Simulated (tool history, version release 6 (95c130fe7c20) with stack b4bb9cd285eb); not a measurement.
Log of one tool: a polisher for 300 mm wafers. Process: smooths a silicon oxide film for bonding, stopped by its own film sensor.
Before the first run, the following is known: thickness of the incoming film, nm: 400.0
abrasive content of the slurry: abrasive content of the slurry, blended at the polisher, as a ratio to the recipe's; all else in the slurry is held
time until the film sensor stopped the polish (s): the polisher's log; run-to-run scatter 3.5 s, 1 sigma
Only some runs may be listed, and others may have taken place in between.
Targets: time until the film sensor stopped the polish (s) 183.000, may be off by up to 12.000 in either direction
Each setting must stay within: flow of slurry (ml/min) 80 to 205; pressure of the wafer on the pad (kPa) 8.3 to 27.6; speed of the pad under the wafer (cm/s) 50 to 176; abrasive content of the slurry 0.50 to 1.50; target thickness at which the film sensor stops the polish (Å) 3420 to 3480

| run | hour | flow of slurry (ml/min) | pressure of the wafer on the pad (kPa) | speed of the pad under the wafer (cm/s) | abrasive content of the slurry | target thickness at which the film sensor stops the polish (Å) | time until the film sensor stopped the polish (s) |
|---|---|---|---|---|---|---|---|
| 1 | 0.0 | 135 | 17.9 | 112 | 1.00 | 3420 | 62.486 |
| 2 | 4.8 | 135 | 17.9 | 92 | 1.00 | 3420 | 75.234 |
| 3 | 10.3 | 165 | 17.9 | 92 | 1.00 | 3420 | 72.738 |
| 4 | 13.1 | 165 | 21.4 | 92 | 1.00 | 3420 | 60.131 |
| 5 | 13.8 | 165 | 18.6 | 84 | 0.95 | 3420 | 76.076 |
| 6 | 15.3 | 165 | 22.1 | 84 | 0.95 | 3420 | 65.336 |
| 7 | 18.0 | 165 | 19.3 | 76 | 0.90 | 3420 | 81.012 |
| 8 | 20.2 | 165 | 17.2 | 70 | 0.85 | 3420 | 105.360 |
| 9 | 25.3 | 165 | 15.9 | 68 | 0.85 | 3420 | 117.650 |

Which one of the following 5 next-run settings gets every result inside its allowed miss? There is exactly one.
| A | 30.4 | 160 | 19.3 | 56 | 0.55 | 3430 | ? |
| B | 30.4 | 180 | 18.6 | 80 | 0.75 | 3480 | ? |
| C | 30.4 | 160 | 16.5 | 50 | 0.75 | 3470 | ? |
| D | 30.4 | 155 | 13.8 | 58 | 0.80 | 3420 | ? |
| E | 30.4 | 180 | 13.8 | 52 | 0.80 | 3450 | ? |

| move | time until the film sensor stopped the polish (s) |
|---|---|
| A | 184.240 |
| B | 85.344 |
| C | 141.750 |
| D | 156.260 |
| E | 156.850 |
A: all results land within tolerance of their targets
B: the biggest miss grows against the last run
C: closes in on the targets versus the last run, not all within tolerance yet
D: closes in on the targets versus the last run, not all within tolerance yet
E: closes in on the targets versus the last run, not all within tolerance yet
Move A is the one to make.

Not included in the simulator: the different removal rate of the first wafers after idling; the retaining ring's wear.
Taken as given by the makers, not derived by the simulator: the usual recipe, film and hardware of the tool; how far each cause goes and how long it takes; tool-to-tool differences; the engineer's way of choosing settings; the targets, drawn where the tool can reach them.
